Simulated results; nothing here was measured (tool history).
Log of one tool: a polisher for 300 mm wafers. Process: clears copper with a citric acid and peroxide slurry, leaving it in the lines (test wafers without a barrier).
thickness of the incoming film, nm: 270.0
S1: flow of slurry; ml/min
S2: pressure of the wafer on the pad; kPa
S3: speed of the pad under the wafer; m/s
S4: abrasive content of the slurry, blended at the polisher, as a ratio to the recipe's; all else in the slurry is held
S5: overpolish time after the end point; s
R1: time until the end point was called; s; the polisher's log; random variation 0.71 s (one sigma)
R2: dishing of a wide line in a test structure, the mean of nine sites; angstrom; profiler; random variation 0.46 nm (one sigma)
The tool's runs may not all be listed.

run	hour	S1	S2	S3	S4	S5	R1	R2
1	0.0	210	17.2	1.32	1.0	15	107.770	267.34
2	1.8	210	17.2	1.32	0.8	15	115.720	249.95
3	7.6	210	17.2	1.32	0.8	10	117.560	178.86
4	11.0	210	15.2	1.32	0.8	10	125.820	161.22
5	14.8	210	17.2	1.32	0.8	10	116.970	175.51
6	19.0	210	20.0	1.32	0.8	10	105.050	189.27
7	27.3	215	21.4	1.32	0.8	10	99.154	204.10
8	29.9	220	22.1	1.32	0.8	10	95.553	205.44
9	34.5	220	22.1	1.32	0.8	10	94.833	210.97
10	37.9	230	22.8	1.32	0.8	10	93.757	213.97

Forecast run 11:
11	44.2	230	23.4	1.32	0.8	10	?	?

Run 11 gave R1 91.230 s, R2 218.61 angstrom.
